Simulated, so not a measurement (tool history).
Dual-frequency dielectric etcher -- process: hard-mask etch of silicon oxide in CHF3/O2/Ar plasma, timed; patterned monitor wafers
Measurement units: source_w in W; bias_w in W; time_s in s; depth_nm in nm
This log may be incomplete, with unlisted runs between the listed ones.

{"run": 1, "hour": 0.0, "source_w": 750, "bias_w": 202, "time_s": 14, "depth_nm": 33.881}
{"run": 2, "hour": 8.7, "source_w": 840, "bias_w": 202, "time_s": 14, "depth_nm": 35.883}
{"run": 3, "hour": 12.7, "source_w": 840, "bias_w": 202, "time_s": 12.5, "depth_nm": 31.976}
{"run": 4, "hour": 20.2, "source_w": 840, "bias_w": 183, "time_s": 12.5, "depth_nm": 30.191}
{"run": 5, "hour": 27.6, "source_w": 880, "bias_w": 192, "time_s": 12.5, "depth_nm": 31.971}
{"run": 6, "hour": 31.3, "source_w": 880, "bias_w": 227, "time_s": 12.5, "depth_nm": 34.902}
{"run": 7, "hour": 32.1, "source_w": 910, "bias_w": 228, "time_s": 12.5, "depth_nm": 35.561}
{"run": 8, "hour": 36.6, "source_w": 930, "bias_w": 229, "time_s": 12.5, "depth_nm": 36.119}

What does the tool deliver on the next run?
{"run": 9, "hour": 39.1, "source_w": 940, "bias_w": 229, "time_s": 12.5, "depth_nm": "?"}

{"run 9": {"depth_nm": 36.334}}
